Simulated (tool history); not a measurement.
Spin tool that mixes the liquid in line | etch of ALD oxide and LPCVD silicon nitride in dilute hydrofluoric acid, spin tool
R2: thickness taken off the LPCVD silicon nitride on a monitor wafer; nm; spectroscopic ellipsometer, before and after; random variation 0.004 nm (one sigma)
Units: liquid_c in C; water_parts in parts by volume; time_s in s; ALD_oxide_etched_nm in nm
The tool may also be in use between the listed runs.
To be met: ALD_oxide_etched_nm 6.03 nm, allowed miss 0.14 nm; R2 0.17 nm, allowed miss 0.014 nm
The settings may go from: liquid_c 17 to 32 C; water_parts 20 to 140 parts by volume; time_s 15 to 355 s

{"run": 1, "hour": 0.0, "liquid_c": 24, "water_parts": 75, "time_s": 180, "ALD_oxide_etched_nm": 31.923, "R2": 0.98336}
{"run": 2, "hour": 6.8, "liquid_c": 24, "water_parts": 75, "time_s": 250, "ALD_oxide_etched_nm": 44.767, "R2": 1.4271}
{"run": 3, "hour": 11.1, "liquid_c": 22.5, "water_parts": 95, "time_s": 205, "ALD_oxide_etched_nm": 26.112, "R2": 0.83732}
{"run": 4, "hour": 11.9, "liquid_c": 21, "water_parts": 105, "time_s": 165, "ALD_oxide_etched_nm": 17.715, "R2": 0.53572}
{"run": 5, "hour": 16.2, "liquid_c": 20, "water_parts": 115, "time_s": 140, "ALD_oxide_etched_nm": 13.265, "R2": 0.39606}
{"run": 6, "hour": 23.2, "liquid_c": 19, "water_parts": 120, "time_s": 120, "ALD_oxide_etched_nm": 10.233, "R2": 0.29422}
{"run": 7, "hour": 31.9, "liquid_c": 18.5, "water_parts": 125, "time_s": 110, "ALD_oxide_etched_nm": 8.833, "R2": 0.25608}
{"run": 8, "hour": 35.7, "liquid_c": 18, "water_parts": 130, "time_s": 105, "ALD_oxide_etched_nm": 7.8898, "R2": 0.22292}
{"run": 9, "hour": 43.3, "liquid_c": 17.5, "water_parts": 140, "time_s": 80, "ALD_oxide_etched_nm": 5.4459, "R2": 0.15637}
{"run": 10, "hour": 52.3, "liquid_c": 17.5, "water_parts": 135, "time_s": 80, "ALD_oxide_etched_nm": 5.6133, "R2": 0.16509}
{"run": 11, "hour": 54.7, "liquid_c": 17, "water_parts": 130, "time_s": 80, "ALD_oxide_etched_nm": 5.788, "R2": 0.15932}

Which of these 4 next moves meets every target?
{"run": "A", "hour": 57.1, "liquid_c": 21, "water_parts": 140, "time_s": 70, "ALD_oxide_etched_nm": "?", "R2": "?"}
{"run": "B", "hour": 57.1, "liquid_c": 18.5, "water_parts": 135, "time_s": 75, "ALD_oxide_etched_nm": "?", "R2": "?"}
{"run": "C", "hour": 57.1, "liquid_c": 17, "water_parts": 140, "time_s": 90, "ALD_oxide_etched_nm": "?", "R2": "?"}
{"run": "D", "hour": 57.1, "liquid_c": 20, "water_parts": 140, "time_s": 75, "ALD_oxide_etched_nm": "?", "R2": "?"}

move=A ALD_oxide_etched_nm=5.4689 R2=0.17008
move=B ALD_oxide_etched_nm=5.5244 R2=0.15958
move=C ALD_oxide_etched_nm=5.9813 R2=0.16684
move=D ALD_oxide_etched_nm=5.6306 R2=0.17046
A: further off than the last run
B: further off than the last run
C: meets every target
D: further off than the last run
Move C is the one to make.
